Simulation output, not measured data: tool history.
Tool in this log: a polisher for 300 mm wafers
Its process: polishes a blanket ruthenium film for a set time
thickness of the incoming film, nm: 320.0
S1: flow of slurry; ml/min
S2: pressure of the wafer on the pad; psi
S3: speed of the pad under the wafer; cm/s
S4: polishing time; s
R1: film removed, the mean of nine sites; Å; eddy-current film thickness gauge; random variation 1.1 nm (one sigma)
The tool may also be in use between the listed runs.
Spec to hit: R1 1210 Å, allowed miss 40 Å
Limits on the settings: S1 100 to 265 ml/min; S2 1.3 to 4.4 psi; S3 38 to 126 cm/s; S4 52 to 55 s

run    day   S1   S2  S3  S4      R1
  1      0  170  2.8  82  52  574.81
  2  0.275  175  3.3  86  52  724.57
  3  0.304  180  3.6  88  52   807.2
  4  0.662  140  3.6  88  52     754
  5    0.9  170  3.6  88  52  789.21
  6  1.038  200  3.6  88  52  811.94
  7  1.258  205  3.8  92  52  906.86
  8  1.367  210    4  94  52  960.22
  9  1.692  210  4.1  98  52  1034.3

Which single option among these 5 for the next run brings every result within its allowed miss of target? Just one does.
  A  2.017  245  4.4   98  52   ?
  B  2.017  235    4  124  54   ?
  C  2.017  210  4.4   84  52   ?
  D  2.017  215  4.4  100  55   ?
  E  2.017  215  4.4  110  55   ?

move      R1
   A  1125.4
   B  1333.3
   C  950.54
   D    1195
   E  1311.5
A: moves toward the targets from the last run without getting all of them in spec
B: pushes the last run's worst result past its target
C: lands further from the targets than the last run did
D: all results in spec
E: pushes the last run's worst result past its target
Go with D: it meets all targets.
